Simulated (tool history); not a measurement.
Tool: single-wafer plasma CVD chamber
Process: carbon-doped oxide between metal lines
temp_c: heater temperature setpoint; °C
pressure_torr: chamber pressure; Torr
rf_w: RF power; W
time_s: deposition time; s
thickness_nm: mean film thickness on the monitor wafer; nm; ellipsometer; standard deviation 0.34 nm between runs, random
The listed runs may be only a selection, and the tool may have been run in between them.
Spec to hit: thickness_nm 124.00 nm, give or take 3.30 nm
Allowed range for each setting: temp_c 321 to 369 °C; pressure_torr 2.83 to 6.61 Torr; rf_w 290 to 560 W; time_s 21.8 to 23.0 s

Run 1, day 0.000: temp_c 345 °C, pressure_torr 4.72 Torr, rf_w 425 W, time_s 23.0 s. Result: thickness_nm 109.28 nm.
Run 2, day 0.275: temp_c 344 °C, pressure_torr 4.81 Torr, rf_w 430 W, time_s 23.0 s. Result: thickness_nm 110.95 nm.
Run 3, day 0.479: temp_c 344 °C, pressure_torr 4.16 Torr, rf_w 430 W, time_s 23.0 s. Result: thickness_nm 108.31 nm.
Run 4, day 0.546: temp_c 343 °C, pressure_torr 4.28 Torr, rf_w 435 W, time_s 23.0 s. Result: thickness_nm 110.27 nm.
Run 5, day 0.838: temp_c 342 °C, pressure_torr 4.38 Torr, rf_w 440 W, time_s 23.0 s. Result: thickness_nm 112.53 nm.
Run 6, day 1.038: temp_c 342 °C, pressure_torr 3.90 Torr, rf_w 440 W, time_s 23.0 s. Result: thickness_nm 110.61 nm.
Run 7, day 1.083: temp_c 341 °C, pressure_torr 3.98 Torr, rf_w 445 W, time_s 23.0 s. Result: thickness_nm 112.98 nm.
Run 8, day 1.404: temp_c 340 °C, pressure_torr 4.04 Torr, rf_w 445 W, time_s 23.0 s. Result: thickness_nm 112.23 nm.
Run 9, day 1.454: temp_c 337 °C, pressure_torr 4.31 Torr, rf_w 505 W, time_s 23.0 s. Result: thickness_nm 127.07 nm.
Run 10, day 1.525: temp_c 337 °C, pressure_torr 4.29 Torr, rf_w 505 W, time_s 23.0 s. Result: thickness_nm 127.63 nm.

Next run, 4 choices. One meets every target within its allowed miss, the rest don't. Which?
Run A, day 1.596: temp_c 336 °C, pressure_torr 4.03 Torr, rf_w 530 W, time_s 23.0 s. Result: thickness_nm ?.
Run B, day 1.596: temp_c 327 °C, pressure_torr 4.93 Torr, rf_w 480 W, time_s 23.0 s. Result: thickness_nm ?.
Run C, day 1.596: temp_c 341 °C, pressure_torr 4.27 Torr, rf_w 505 W, time_s 22.6 s. Result: thickness_nm ?.
Run D, day 1.596: temp_c 329 °C, pressure_torr 4.24 Torr, rf_w 520 W, time_s 22.4 s. Result: thickness_nm ?.

move  thickness_nm
   A        131.80
   B        129.63
   C        123.96
   D        130.50
A: moves away from the targets compared with the last run
B: moves away from the targets compared with the last run
C: each result inside its tolerance
D: moves away from the targets compared with the last run
C meets every target.
